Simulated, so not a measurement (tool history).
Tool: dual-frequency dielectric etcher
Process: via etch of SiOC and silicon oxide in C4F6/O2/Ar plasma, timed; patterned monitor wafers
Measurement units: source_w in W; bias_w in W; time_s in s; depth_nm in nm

run,day,source_w,bias_w,time_s,depth_nm
1,0,330,191,112.5,106.24
2,0.338,280,191,112.5,102.34
3,0.454,280,178,112.5,98.771
4,0.667,280,178,112.5,98.725
5,0.725,280,200,112.5,104.63
6,1.067,280,200,117.5,109.23

What will run 7 give?
7,1.417,270,189,117,?

depth_nm: 105.22 nm

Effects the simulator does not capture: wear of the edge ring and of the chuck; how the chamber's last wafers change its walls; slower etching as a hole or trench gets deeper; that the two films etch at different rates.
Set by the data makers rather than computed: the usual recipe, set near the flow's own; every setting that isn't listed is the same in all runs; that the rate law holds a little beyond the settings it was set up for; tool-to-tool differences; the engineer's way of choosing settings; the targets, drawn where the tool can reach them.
